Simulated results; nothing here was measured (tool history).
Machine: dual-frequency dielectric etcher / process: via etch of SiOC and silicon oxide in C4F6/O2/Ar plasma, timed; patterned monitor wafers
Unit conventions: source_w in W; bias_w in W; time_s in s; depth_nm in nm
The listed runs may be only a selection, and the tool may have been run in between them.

| run | hour | source_w | bias_w | time_s | depth_nm |
|---|---|---|---|---|---|
| 1 | 0.0 | 410 | 133 | 87.5 | 94.625 |
| 2 | 2.4 | 370 | 121 | 87.5 | 88.337 |
| 3 | 9.6 | 370 | 121 | 91.0 | 90.850 |
| 4 | 12.7 | 340 | 121 | 91.0 | 86.504 |
| 5 | 20.8 | 340 | 144 | 91.0 | 90.098 |
| 6 | 22.0 | 320 | 137 | 90.5 | 85.549 |

Run 7 comes next. What will it give?
| 7 | 29.4 | 300 | 132 | 90.0 | ? |

depth_nm: 81.631 nm
